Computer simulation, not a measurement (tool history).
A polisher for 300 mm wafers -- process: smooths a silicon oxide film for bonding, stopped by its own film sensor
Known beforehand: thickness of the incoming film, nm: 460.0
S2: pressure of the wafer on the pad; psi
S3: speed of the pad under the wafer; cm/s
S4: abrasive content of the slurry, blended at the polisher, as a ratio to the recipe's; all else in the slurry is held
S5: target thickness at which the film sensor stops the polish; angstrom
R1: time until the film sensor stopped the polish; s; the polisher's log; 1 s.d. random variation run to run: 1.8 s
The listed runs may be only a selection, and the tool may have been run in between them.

Run 1, day 0.000: flow of slurry (ml/min) 250, S2 1.8 psi, S3 68 cm/s, S4 1.0, S5 3600 angstrom. Result: R1 196.76 s.
Run 2, day 0.317: flow of slurry (ml/min) 250, S2 2.0 psi, S3 68 cm/s, S4 1.0, S5 3600 angstrom. Result: R1 181.83 s.
Run 3, day 0.408: flow of slurry (ml/min) 250, S2 1.6 psi, S3 68 cm/s, S4 1.0, S5 3600 angstrom. Result: R1 223.81 s.
Run 4, day 0.754: flow of slurry (ml/min) 250, S2 1.8 psi, S3 68 cm/s, S4 1.0, S5 3600 angstrom. Result: R1 197.83 s.
Run 5, day 0.858: flow of slurry (ml/min) 250, S2 1.8 psi, S3 68 cm/s, S4 1.1, S5 3600 angstrom. Result: R1 183.72 s.
Run 6, day 1.088: flow of slurry (ml/min) 250, S2 1.9 psi, S3 68 cm/s, S4 1.1, S5 3600 angstrom. Result: R1 177.02 s.
Run 7, day 1.300: flow of slurry (ml/min) 250, S2 1.9 psi, S3 68 cm/s, S4 1.1, S5 3600 angstrom. Result: R1 174.02 s.
Run 8, day 1.554: flow of slurry (ml/min) 250, S2 2.0 psi, S3 68 cm/s, S4 1.1, S5 3600 angstrom. Result: R1 168.85 s.
Run 9, day 1.688: flow of slurry (ml/min) 250, S2 2.1 psi, S3 68 cm/s, S4 1.1, S5 3600 angstrom. Result: R1 161.57 s.
Run 10, day 1.858: flow of slurry (ml/min) 250, S2 2.2 psi, S3 68 cm/s, S4 1.1, S5 3600 angstrom. Result: R1 156.77 s.

Expected results for the next run?
Run 11, day 1.950: flow of slurry (ml/min) 250, S2 2.3 psi, S3 68 cm/s, S4 1.1, S5 3600 angstrom. Result: R1 ?.

{"run 11": {"R1": 145.91}}

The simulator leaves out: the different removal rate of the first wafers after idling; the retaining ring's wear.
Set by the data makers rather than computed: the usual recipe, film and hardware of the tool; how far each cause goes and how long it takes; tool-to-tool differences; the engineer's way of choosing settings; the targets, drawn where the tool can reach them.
